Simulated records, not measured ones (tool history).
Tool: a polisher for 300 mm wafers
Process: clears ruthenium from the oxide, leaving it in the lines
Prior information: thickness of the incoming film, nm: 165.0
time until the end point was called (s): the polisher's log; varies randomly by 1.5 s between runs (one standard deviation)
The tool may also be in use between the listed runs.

run  hour  flow of slurry (ml/min)  pressure of the wafer on the pad (kPa)  speed of the pad under the wafer (m/s)  overpolish time after the end point (s)  time until the end point was called (s)
  1     0                      305                                    15.9                                    0.84                                       22                                   185.18
  2   7.5                      305                                    15.9                                    0.84                                       22                                   186.04
  3  15.2                      365                                    15.9                                    0.84                                       22                                   182.53
  4  15.9                      315                                    15.9                                    0.84                                       22                                   186.19
     21.8  -- slurry nozzle cleaned
  5  21.8                      315                                    15.9                                    0.64                                       22                                   231.98
  6  29.4                      315                                    17.2                                    0.64                                       22                                   211.51

Expected results for the next run?
  7  38.3                      315                                    21.4                                    0.66                                       22                                        ?

{"run 7": {"time until the end point was called (s)": 168.65}}

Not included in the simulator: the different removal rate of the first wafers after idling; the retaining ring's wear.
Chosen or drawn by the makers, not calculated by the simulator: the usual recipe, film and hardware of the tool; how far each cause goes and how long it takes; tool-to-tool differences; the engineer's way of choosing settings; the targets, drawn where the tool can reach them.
